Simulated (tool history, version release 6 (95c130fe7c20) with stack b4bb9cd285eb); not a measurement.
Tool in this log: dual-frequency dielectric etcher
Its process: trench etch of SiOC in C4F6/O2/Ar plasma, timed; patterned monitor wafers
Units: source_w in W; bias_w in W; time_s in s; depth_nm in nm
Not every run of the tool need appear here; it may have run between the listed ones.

{"run": 1, "day": 0.0, "source_w": 330, "bias_w": 207, "time_s": 29.5, "depth_nm": 60.1}
{"run": 2, "day": 0.375, "source_w": 360, "bias_w": 218, "time_s": 29.5, "depth_nm": 64.147}
{"run": 3, "day": 0.525, "source_w": 360, "bias_w": 197, "time_s": 29.5, "depth_nm": 61.619}
{"run": 4, "day": 0.612, "source_w": 390, "bias_w": 205, "time_s": 29.5, "depth_nm": 64.82}
{"run": 5, "day": 0.646, "source_w": 410, "bias_w": 212, "time_s": 29.5, "depth_nm": 67.547}
{"run": 6, "day": 0.8, "source_w": 420, "bias_w": 216, "time_s": 29.5, "depth_nm": 68.657}
{"run": 7, "day": 1.004, "source_w": 430, "bias_w": 220, "time_s": 29.5, "depth_nm": 70.099}

Run 8 is up next; what results do you expect?
{"run": 8, "day": 1.312, "source_w": 440, "bias_w": 222, "time_s": 29.5, "depth_nm": "?"}

depth_nm: 71.225 nm

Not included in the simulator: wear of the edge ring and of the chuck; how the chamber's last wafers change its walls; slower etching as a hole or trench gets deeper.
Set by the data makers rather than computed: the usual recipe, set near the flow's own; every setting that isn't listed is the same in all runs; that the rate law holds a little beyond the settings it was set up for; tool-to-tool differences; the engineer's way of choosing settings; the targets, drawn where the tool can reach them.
